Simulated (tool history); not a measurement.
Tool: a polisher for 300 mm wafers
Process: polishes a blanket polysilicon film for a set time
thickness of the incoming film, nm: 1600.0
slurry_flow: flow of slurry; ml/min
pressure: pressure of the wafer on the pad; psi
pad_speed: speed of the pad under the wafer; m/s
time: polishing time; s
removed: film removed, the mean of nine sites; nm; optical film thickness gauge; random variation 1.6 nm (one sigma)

Run 1, hour 0: slurry_flow 280 ml/min, pressure 2 psi, pad_speed 1.2 m/s, time 19 s. Result: removed 127.57 nm.
Run 2, hour 8.8: slurry_flow 310 ml/min, pressure 2 psi, pad_speed 1.2 m/s, time 19 s. Result: removed 127.74 nm.
Run 3, hour 12.5: slurry_flow 310 ml/min, pressure 2.2 psi, pad_speed 1.2 m/s, time 19 s. Result: removed 140.71 nm.
Run 4, hour 14.8: slurry_flow 310 ml/min, pressure 2 psi, pad_speed 1.2 m/s, time 19 s. Result: removed 128.67 nm.
Run 5, hour 20.2: slurry_flow 310 ml/min, pressure 2.2 psi, pad_speed 1.2 m/s, time 19 s. Result: removed 140.94 nm.
Run 6, hour 25.7: slurry_flow 250 ml/min, pressure 2.2 psi, pad_speed 1.2 m/s, time 19 s. Result: removed 136.71 nm.

Forecast run 7:
Run 7, hour 33.1: slurry_flow 260 ml/min, pressure 2.3 psi, pad_speed 1.2 m/s, time 19 s. Result: removed ?.

removed: 145.02 nm
